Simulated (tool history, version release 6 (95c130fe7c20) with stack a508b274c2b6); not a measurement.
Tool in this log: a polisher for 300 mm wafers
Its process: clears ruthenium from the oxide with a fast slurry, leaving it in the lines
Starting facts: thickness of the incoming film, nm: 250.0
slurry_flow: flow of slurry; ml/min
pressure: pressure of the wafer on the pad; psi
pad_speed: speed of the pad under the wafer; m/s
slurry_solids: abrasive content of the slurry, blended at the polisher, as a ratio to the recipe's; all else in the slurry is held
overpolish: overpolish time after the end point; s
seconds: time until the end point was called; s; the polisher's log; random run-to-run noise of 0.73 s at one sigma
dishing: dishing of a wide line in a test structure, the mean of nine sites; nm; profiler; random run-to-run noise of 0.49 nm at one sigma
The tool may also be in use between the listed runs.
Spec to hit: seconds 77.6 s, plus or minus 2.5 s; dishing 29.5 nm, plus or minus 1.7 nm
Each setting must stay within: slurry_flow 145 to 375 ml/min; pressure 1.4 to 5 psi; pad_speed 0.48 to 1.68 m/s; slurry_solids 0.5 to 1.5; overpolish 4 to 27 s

{"run": 1, "hour": 0.0, "slurry_flow": 240, "pressure": 3.2, "pad_speed": 1.08, "slurry_solids": 1, "overpolish": 14, "seconds": 53.568, "dishing": 53.453}
{"run": 2, "hour": 5.8, "slurry_flow": 240, "pressure": 3, "pad_speed": 1.08, "slurry_solids": 1, "overpolish": 13, "seconds": 55.352, "dishing": 48.097}
{"run": 3, "hour": 7.2, "slurry_flow": 240, "pressure": 3, "pad_speed": 1.36, "slurry_solids": 1, "overpolish": 13, "seconds": 45.429, "dishing": 55.955}
{"run": 4, "hour": 8.9, "slurry_flow": 240, "pressure": 2.7, "pad_speed": 1.34, "slurry_solids": 1, "overpolish": 12, "seconds": 50.781, "dishing": 47.909}
{"run": 5, "hour": 9.9, "slurry_flow": 240, "pressure": 2.7, "pad_speed": 1.34, "slurry_solids": 1, "overpolish": 17, "seconds": 50.846, "dishing": 63.43}
{"run": 6, "hour": 17.0, "slurry_flow": 285, "pressure": 2.7, "pad_speed": 1.34, "slurry_solids": 1, "overpolish": 17, "seconds": 49.918, "dishing": 64.69}
{"run": 7, "hour": 18.8, "slurry_flow": 285, "pressure": 2.4, "pad_speed": 1.32, "slurry_solids": 1, "overpolish": 15, "seconds": 58.078, "dishing": 53.241}
{"run": 8, "hour": 21.9, "slurry_flow": 285, "pressure": 2.3, "pad_speed": 1.32, "slurry_solids": 1, "overpolish": 13, "seconds": 59.299, "dishing": 46.524}
{"run": 9, "hour": 30.1, "slurry_flow": 285, "pressure": 2.1, "pad_speed": 1.32, "slurry_solids": 1, "overpolish": 12, "seconds": 63.816, "dishing": 39.418}
{"run": 10, "hour": 33.0, "slurry_flow": 285, "pressure": 2, "pad_speed": 1.32, "slurry_solids": 1, "overpolish": 12, "seconds": 68.046, "dishing": 37.906}
{"run": 11, "hour": 33.8, "slurry_flow": 285, "pressure": 1.9, "pad_speed": 1.32, "slurry_solids": 1, "overpolish": 12, "seconds": 71.299, "dishing": 37.539}
{"run": 12, "hour": 35.7, "slurry_flow": 280, "pressure": 1.9, "pad_speed": 1.32, "slurry_solids": 1, "overpolish": 11, "seconds": 70.917, "dishing": 34.477}
{"run": 13, "hour": 43.0, "slurry_flow": 280, "pressure": 1.9, "pad_speed": 1.32, "slurry_solids": 1, "overpolish": 11, "seconds": 70.525, "dishing": 34.066}
{"run": 14, "hour": 47.8, "slurry_flow": 275, "pressure": 1.9, "pad_speed": 1.32, "slurry_solids": 1, "overpolish": 11, "seconds": 70.939, "dishing": 33.659}

Which one of the following 5 next-run settings gets every result inside its allowed miss? There is exactly one.
{"run": "A", "hour": 52.6, "slurry_flow": 200, "pressure": 1.8, "pad_speed": 1.32, "slurry_solids": 0.95, "overpolish": 16, "seconds": "?", "dishing": "?"}
{"run": "B", "hour": 52.6, "slurry_flow": 230, "pressure": 2.4, "pad_speed": 1.26, "slurry_solids": 0.95, "overpolish": 9, "seconds": "?", "dishing": "?"}
{"run": "C", "hour": 52.6, "slurry_flow": 290, "pressure": 1.5, "pad_speed": 1.56, "slurry_solids": 1, "overpolish": 14, "seconds": "?", "dishing": "?"}
{"run": "D", "hour": 52.6, "slurry_flow": 350, "pressure": 1.9, "pad_speed": 1.14, "slurry_solids": 1.05, "overpolish": 10, "seconds": "?", "dishing": "?"}
{"run": "E", "hour": 52.6, "slurry_flow": 315, "pressure": 2.4, "pad_speed": 1.12, "slurry_solids": 1, "overpolish": 9, "seconds": "?", "dishing": "?"}

move=A seconds=80.248 dishing=43.238
move=B seconds=62.631 dishing=32.872
move=C seconds=76.241 dishing=40.424
move=D seconds=78.583 dishing=29.579
move=E seconds=66.003 dishing=31.416
A: carries the result that was furthest off beyond its target, to the other side
B: further off than the last run
C: the furthest-off result lands on target, but another misses its tolerance
D: all results in spec
E: further off than the last run
So the answer is move D, the one that meets all the targets.
